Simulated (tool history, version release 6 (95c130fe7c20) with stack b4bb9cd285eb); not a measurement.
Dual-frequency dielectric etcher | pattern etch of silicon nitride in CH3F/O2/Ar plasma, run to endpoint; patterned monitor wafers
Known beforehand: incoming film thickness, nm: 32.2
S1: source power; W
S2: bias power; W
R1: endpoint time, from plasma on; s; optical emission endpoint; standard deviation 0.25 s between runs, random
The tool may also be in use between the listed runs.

Run 1, hour 0.0: S1 300 W, S2 102 W. Result: R1 45.230 s.
Run 2, hour 7.9: S1 280 W, S2 99 W. Result: R1 47.789 s.
Run 3, hour 9.9: S1 280 W, S2 86 W. Result: R1 51.988 s.
Run 4, hour 18.7: S1 270 W, S2 86 W. Result: R1 52.643 s.
Run 5, hour 19.8: S1 320 W, S2 86 W. Result: R1 49.324 s.
Run 6, hour 27.3: S1 310 W, S2 85 W. Result: R1 50.430 s.
Run 7, hour 33.8: S1 300 W, S2 84 W. Result: R1 51.173 s.

The next listed run, before its measurement:
Run 8, hour 39.4: S1 290 W, S2 83 W. Result: R1 ?.

Run 8 gave R1 52.136 s.
